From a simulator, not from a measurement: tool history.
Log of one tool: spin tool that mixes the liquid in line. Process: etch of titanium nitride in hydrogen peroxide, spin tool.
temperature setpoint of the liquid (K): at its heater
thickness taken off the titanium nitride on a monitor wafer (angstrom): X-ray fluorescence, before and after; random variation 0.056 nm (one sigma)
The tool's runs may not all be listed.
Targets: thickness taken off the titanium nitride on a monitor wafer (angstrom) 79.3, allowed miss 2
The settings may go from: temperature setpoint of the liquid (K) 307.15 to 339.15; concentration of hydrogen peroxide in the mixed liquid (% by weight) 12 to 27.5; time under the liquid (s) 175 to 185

| run | hour | temperature setpoint of the liquid (K) | concentration of hydrogen peroxide in the mixed liquid (% by weight) | time under the liquid (s) | thickness taken off the titanium nitride on a monitor wafer (angstrom) |
|---|---|---|---|---|---|
| 1 | 0 | 323.15 | 18.5 | 175 | 124.97 |
| 2 | 4.1 | 321.65 | 18.5 | 175 | 111.06 |
| 3 | 8.6 | 327.65 | 18.5 | 175 | 171.07 |
| 4 | 14.1 | 327.65 | 21.5 | 175 | 176.95 |
| 5 | 22.3 | 327.65 | 23 | 175 | 179.68 |
| 6 | 26.6 | 324.15 | 23 | 175 | 141.51 |
| 7 | 28.7 | 322.15 | 23 | 175 | 121.63 |
| 8 | 37.1 | 320.65 | 23 | 175 | 108 |
| 9 | 40.7 | 319.65 | 23 | 175 | 101.31 |
| 10 | 45.3 | 315.65 | 23 | 175 | 74.845 |

Which of these 4 next moves meets every target?
| A | 49.9 | 314.65 | 23.5 | 175 | ? |
| B | 49.9 | 315.65 | 24.5 | 175 | ? |
| C | 49.9 | 317.15 | 21.5 | 175 | ? |
| D | 49.9 | 316.15 | 25 | 175 | ? |

| move | thickness taken off the titanium nitride on a monitor wafer (angstrom) |
|---|---|
| A | 69.213 |
| B | 75.353 |
| C | 82.017 |
| D | 78.601 |
A: further off than the last run
B: nearer than the last run, and not there yet
C: takes the result that was furthest off past its target
D: meets every target
Move D is the one to make.

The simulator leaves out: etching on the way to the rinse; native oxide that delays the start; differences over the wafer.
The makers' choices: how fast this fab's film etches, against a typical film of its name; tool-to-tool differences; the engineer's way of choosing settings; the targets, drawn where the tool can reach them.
